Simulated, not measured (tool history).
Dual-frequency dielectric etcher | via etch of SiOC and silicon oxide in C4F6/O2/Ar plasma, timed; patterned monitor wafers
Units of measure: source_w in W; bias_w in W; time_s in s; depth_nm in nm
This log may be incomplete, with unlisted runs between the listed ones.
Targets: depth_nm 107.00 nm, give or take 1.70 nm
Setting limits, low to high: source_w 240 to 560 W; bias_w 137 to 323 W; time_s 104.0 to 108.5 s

run,hour,source_w,bias_w,time_s,depth_nm
1,0.0,400,230,104.0,128.36
2,4.4,380,226,104.0,125.79
3,11.4,360,221,104.0,122.62
4,17.6,350,217,104.0,120.08
5,24.3,400,217,104.0,125.79
6,27.3,380,214,104.0,122.73
7,34.4,360,212,104.0,120.67
8,39.4,360,212,104.0,120.69
9,42.8,350,210,104.0,118.89
10,48.1,340,209,104.0,117.19
11,51.8,330,208,104.0,116.38
12,52.8,320,207,104.0,114.77
13,61.3,310,206,104.0,113.49
14,68.9,300,205,104.0,111.81
15,74.4,280,203,104.0,109.56

Exercise: of the 5 proposed moves below, exactly one satisfies all targets within the stated allowed misses. Which move is it?
A,79.9,260,207,106.0,?
B,79.9,330,189,104.5,?
C,79.9,240,198,107.0,?
D,79.9,260,215,106.0,?
E,79.9,240,233,107.0,?

move,depth_nm
A,109.81
B,111.38
C,106.28
D,111.68
E,114.31
A: further off than the last run
B: further off than the last run
C: each result inside its tolerance
D: further off than the last run
E: further off than the last run
C is the move that brings every result within its allowed miss.
